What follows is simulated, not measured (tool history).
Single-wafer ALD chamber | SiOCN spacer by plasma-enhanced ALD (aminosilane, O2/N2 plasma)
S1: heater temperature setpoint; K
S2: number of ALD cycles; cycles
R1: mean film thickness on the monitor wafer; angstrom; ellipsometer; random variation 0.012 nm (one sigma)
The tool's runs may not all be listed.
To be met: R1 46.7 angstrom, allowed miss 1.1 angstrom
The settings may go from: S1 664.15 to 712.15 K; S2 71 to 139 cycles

Run 1, hour 0: S1 688.15 K, S2 105 cycles. Result: R1 57.674 angstrom.
Run 2, hour 8.1: S1 689.15 K, S2 103 cycles. Result: R1 56.055 angstrom.
Run 3, hour 16.2: S1 681.15 K, S2 103 cycles. Result: R1 57.516 angstrom.
Run 4, hour 23.3: S1 681.15 K, S2 95 cycles. Result: R1 52.998 angstrom.
Run 5, hour 27.7: S1 682.15 K, S2 94 cycles. Result: R1 52.287 angstrom.
Run 6, hour 33.5: S1 683.15 K, S2 93 cycles. Result: R1 51.411 angstrom.
At hour 38.2: thermocouple changed; heater temperature recalibrated.
Run 7, hour 38.2: S1 684.15 K, S2 92 cycles. Result: R1 50.132 angstrom.
Run 8, hour 43: S1 685.15 K, S2 92 cycles. Result: R1 49.892 angstrom.
Run 9, hour 44.2: S1 686.15 K, S2 92 cycles. Result: R1 49.796 angstrom.
Run 10, hour 47: S1 687.15 K, S2 92 cycles. Result: R1 49.797 angstrom.
Run 11, hour 53.9: S1 688.15 K, S2 92 cycles. Result: R1 49.423 angstrom.

Which of these 4 next moves meets every target?
Run A, hour 60.8: S1 688.15 K, S2 98 cycles. Result: R1 ?.
Run B, hour 60.8: S1 695.15 K, S2 84 cycles. Result: R1 ?.
Run C, hour 60.8: S1 702.15 K, S2 91 cycles. Result: R1 ?.
Run D, hour 60.8: S1 686.15 K, S2 94 cycles. Result: R1 ?.

move      R1
   A  52.613
   B  44.147
   C  46.796
   D  50.769
A: further off than the last run
B: takes the result that was furthest off past its target
C: meets every target
D: further off than the last run
Move C is the one to make.
